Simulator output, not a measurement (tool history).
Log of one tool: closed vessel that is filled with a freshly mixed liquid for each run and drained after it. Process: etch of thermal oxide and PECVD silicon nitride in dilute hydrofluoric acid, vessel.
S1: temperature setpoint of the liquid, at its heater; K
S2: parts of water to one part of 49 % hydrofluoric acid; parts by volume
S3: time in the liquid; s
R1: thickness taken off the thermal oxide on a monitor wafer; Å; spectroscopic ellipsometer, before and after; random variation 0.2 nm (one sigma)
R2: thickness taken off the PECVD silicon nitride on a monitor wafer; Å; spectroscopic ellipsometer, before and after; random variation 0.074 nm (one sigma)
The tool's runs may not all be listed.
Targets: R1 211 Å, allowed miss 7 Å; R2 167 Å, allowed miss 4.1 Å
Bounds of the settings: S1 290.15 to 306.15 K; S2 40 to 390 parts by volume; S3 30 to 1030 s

run 1 hour=0 | S1=298.15 S2=215 S3=525 | R1=98.23 R2=71.955
run 2 hour=7.2 | S1=298.15 S2=135 S3=525 | R1=172.75 R2=113.41
run 3 hour=11.6 | S1=300.15 S2=140 S3=530 | R1=178.23 R2=125.93
run 4 hour=15.1 | S1=301.15 S2=140 S3=530 | R1=184.53 R2=135.67
run 5 hour=16.3 | S1=298.15 S2=140 S3=530 | R1=166.83 R2=111.41
run 6 hour=20.8 | S1=298.15 S2=80 S3=530 | R1=309.63 R2=194.51
run 7 hour=26.2 | S1=300.15 S2=95 S3=540 | R1=284.17 R2=189.08
run 8 hour=31.1 | S1=304.15 S2=165 S3=570 | R1=180.29 R2=146.58
run 9 hour=38.1 | S1=304.15 S2=160 S3=565 | R1=188.76 R2=150.41
run 10 hour=43.8 | S1=304.15 S2=155 S3=560 | R1=195.02 R2=154.75
run 11 hour=46.4 | S1=304.15 S2=150 S3=560 | R1=200.28 R2=159

4 next moves are on the table. One of them brings every result within its allowed miss. Which?
run A hour=49 | S1=302.15 S2=155 S3=605 | R1=? R2=?
run B hour=49 | S1=304.65 S2=140 S3=465 | R1=? R2=?
run C hour=49 | S1=302.15 S2=115 S3=475 | R1=? R2=?
run D hour=49 | S1=302.65 S2=185 S3=800 | R1=? R2=?

move=A R1=193.53 R2=146.9
move=B R1=183.77 R2=145.87
move=C R1=215.81 R2=155.82
move=D R1=210.21 R2=167.39
A: further off than the last run
B: further off than the last run
C: further off than the last run
D: meets every target
Move D is the one to make.
